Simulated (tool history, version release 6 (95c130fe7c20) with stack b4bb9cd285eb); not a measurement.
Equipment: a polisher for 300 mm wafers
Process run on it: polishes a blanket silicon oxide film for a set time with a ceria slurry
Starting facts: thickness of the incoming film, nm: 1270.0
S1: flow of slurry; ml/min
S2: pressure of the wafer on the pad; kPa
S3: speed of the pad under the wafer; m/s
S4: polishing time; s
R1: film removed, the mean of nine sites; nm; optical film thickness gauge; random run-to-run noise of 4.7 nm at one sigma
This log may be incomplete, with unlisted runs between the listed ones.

run	day	S1	S2	S3	S4	R1
1	0	225	26.2	0.9	79	392.25
2	0.129	225	30.3	0.9	79	474.44
3	0.408	225	27.6	0.9	79	419.87
4	0.729	225	25.5	0.9	79	387.44
5	0.983	225	24.1	0.9	79	360.43
6	1.142	225	24.1	1.1	79	453.41

Run 7 comes next. What will it give?
7	1.358	225	22.1	1.1	79	?

R1: 404.01 nm
